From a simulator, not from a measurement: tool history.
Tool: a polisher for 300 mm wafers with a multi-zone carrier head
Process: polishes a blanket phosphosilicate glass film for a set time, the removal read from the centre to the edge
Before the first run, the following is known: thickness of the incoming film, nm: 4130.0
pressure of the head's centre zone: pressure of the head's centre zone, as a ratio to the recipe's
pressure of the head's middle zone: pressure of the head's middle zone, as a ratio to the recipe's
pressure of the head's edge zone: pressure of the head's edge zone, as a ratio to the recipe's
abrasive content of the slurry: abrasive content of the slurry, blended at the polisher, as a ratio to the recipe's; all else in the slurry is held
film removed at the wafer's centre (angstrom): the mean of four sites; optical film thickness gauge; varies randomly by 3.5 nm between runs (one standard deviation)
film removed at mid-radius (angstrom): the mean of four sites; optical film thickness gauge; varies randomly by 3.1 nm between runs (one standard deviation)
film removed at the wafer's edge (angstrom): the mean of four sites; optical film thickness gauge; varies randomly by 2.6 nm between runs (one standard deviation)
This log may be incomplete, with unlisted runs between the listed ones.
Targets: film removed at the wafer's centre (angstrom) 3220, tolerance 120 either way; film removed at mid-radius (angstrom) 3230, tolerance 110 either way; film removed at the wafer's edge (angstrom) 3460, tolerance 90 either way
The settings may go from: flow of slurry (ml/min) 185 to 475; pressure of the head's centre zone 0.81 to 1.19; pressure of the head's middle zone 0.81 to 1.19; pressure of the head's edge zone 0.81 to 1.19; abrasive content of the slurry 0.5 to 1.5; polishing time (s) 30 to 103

| run | day | flow of slurry (ml/min) | pressure of the head's centre zone | pressure of the head's middle zone | pressure of the head's edge zone | abrasive content of the slurry | polishing time (s) | film removed at the wafer's centre (angstrom) | film removed at mid-radius (angstrom) | film removed at the wafer's edge (angstrom) |
|---|---|---|---|---|---|---|---|---|---|---|
| 1 | 0 | 305 | 1 | 1 | 1 | 1 | 66 | 4465 | 4380.8 | 4524.9 |
| 2 | 0.354 | 305 | 1 | 0.94 | 1 | 1 | 66 | 4507.6 | 4258.3 | 4482.5 |
| 3 | 0.633 | 370 | 1 | 0.94 | 1 | 1 | 66 | 4669 | 4264.6 | 4511.7 |
| 4 | 0.671 | 365 | 0.96 | 0.92 | 0.98 | 0.85 | 66 | 4209.6 | 4026.6 | 4280.6 |
| 5 | 1.046 | 365 | 0.96 | 0.87 | 0.98 | 0.85 | 66 | 4158.3 | 3887.1 | 4245.7 |
| 6 | 1.404 | 365 | 0.96 | 0.92 | 0.98 | 0.85 | 66 | 4173 | 3967.2 | 4311.7 |
| 7 | 1.517 | 350 | 0.95 | 0.92 | 0.94 | 0.75 | 65 | 3874.4 | 3722.3 | 3961.1 |
| 8 | 1.683 | 335 | 0.93 | 0.9 | 0.91 | 0.7 | 65 | 3752 | 3618.5 | 3814.3 |
| 9 | 1.742 | 335 | 0.93 | 0.9 | 0.91 | 0.7 | 65 | 3697.4 | 3622.9 | 3851.9 |
| 10 | 2.017 | 325 | 0.92 | 0.89 | 0.89 | 0.65 | 65 | 3632.8 | 3483.8 | 3694.1 |
| 11 | 2.225 | 315 | 0.9 | 0.88 | 0.88 | 0.65 | 65 | 3551.1 | 3458.4 | 3624.1 |
| 12 | 2.479 | 300 | 0.88 | 0.86 | 0.88 | 0.65 | 65 | 3299 | 3328.1 | 3712.1 |
| 13 | 2.825 | 295 | 0.88 | 0.86 | 0.86 | 0.65 | 65 | 3407.2 | 3375.6 | 3555 |
| 14 | 3.071 | 265 | 0.83 | 0.82 | 0.85 | 0.6 | 65 | 3030.1 | 3130.9 | 3471.8 |

5 candidate next runs follow, results not yet known. Just one meets every target within its allowed miss. Identify it.
| A | 3.317 | 185 | 0.89 | 0.81 | 0.88 | 0.75 | 64 | ? | ? | ? |
| B | 3.317 | 320 | 0.86 | 0.85 | 0.84 | 0.5 | 68 | ? | ? | ? |
| C | 3.317 | 285 | 0.86 | 0.81 | 0.95 | 0.55 | 65 | ? | ? | ? |
| D | 3.317 | 205 | 0.85 | 0.81 | 0.83 | 0.6 | 66 | ? | ? | ? |
| E | 3.317 | 275 | 0.81 | 0.87 | 0.91 | 0.7 | 60 | ? | ? | ? |

| move | film removed at the wafer's centre (angstrom) | film removed at mid-radius (angstrom) | film removed at the wafer's edge (angstrom) |
|---|---|---|---|
| A | 3248.3 | 3023.4 | 3576.5 |
| B | 3210 | 3189.8 | 3480.8 |
| C | 3113.2 | 2978.1 | 3589.1 |
| D | 3047.5 | 2965.5 | 3399.2 |
| E | 2900.6 | 3126.5 | 3482.8 |
A: puts the biggest miss on target and leaves a different result outside tolerance
B: all results in spec
C: puts the biggest miss on target and leaves a different result outside tolerance
D: the biggest miss grows against the last run
E: the biggest miss grows against the last run
So the answer is move B, the one that meets all the targets.
